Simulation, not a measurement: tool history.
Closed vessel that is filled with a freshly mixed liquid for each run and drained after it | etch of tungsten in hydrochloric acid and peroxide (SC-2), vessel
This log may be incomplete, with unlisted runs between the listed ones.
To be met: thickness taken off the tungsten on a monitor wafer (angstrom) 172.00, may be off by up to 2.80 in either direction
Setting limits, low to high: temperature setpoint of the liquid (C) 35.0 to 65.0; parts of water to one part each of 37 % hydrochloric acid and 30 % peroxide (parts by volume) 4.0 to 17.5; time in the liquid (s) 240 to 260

| run | day | temperature setpoint of the liquid (C) | parts of water to one part each of 37 % hydrochloric acid and 30 % peroxide (parts by volume) | time in the liquid (s) | thickness taken off the tungsten on a monitor wafer (angstrom) |
|---|---|---|---|---|---|
| 1 | 0.000 | 49.0 | 9.5 | 240 | 403.05 |
| 2 | 0.333 | 49.0 | 12.0 | 240 | 330.93 |
| 3 | 0.500 | 49.0 | 12.0 | 240 | 333.31 |
| 4 | 0.600 | 48.0 | 12.0 | 240 | 308.80 |
| 5 | 0.650 | 48.0 | 12.0 | 240 | 311.31 |
| 6 | 0.921 | 48.0 | 15.0 | 240 | 257.96 |
| 7 | 0.992 | 47.5 | 15.0 | 240 | 247.65 |
| 8 | 1.138 | 47.0 | 15.0 | 240 | 238.25 |
| 9 | 1.179 | 46.5 | 15.0 | 240 | 231.19 |
| 10 | 1.242 | 46.5 | 15.0 | 240 | 231.28 |
| 11 | 1.533 | 46.0 | 15.0 | 240 | 224.96 |
| 12 | 1.642 | 45.5 | 15.0 | 240 | 215.52 |
| 13 | 1.988 | 45.0 | 15.0 | 240 | 207.58 |
| 14 | 2.167 | 44.5 | 15.0 | 240 | 201.83 |

Of the 4 settings listed for the next run, only one would bring every result within its allowed miss of target. Which one?
| A | 2.346 | 43.0 | 17.5 | 260 | ? |
| B | 2.346 | 47.5 | 14.0 | 240 | ? |
| C | 2.346 | 45.0 | 13.5 | 240 | ? |
| D | 2.346 | 46.5 | 15.0 | 240 | ? |

| move | thickness taken off the tungsten on a monitor wafer (angstrom) |
|---|---|
| A | 171.65 |
| B | 263.04 |
| C | 228.93 |
| D | 231.31 |
A: all results land within tolerance of their targets
B: moves away from the targets compared with the last run
C: moves away from the targets compared with the last run
D: moves away from the targets compared with the last run
The move that meets every target is A.
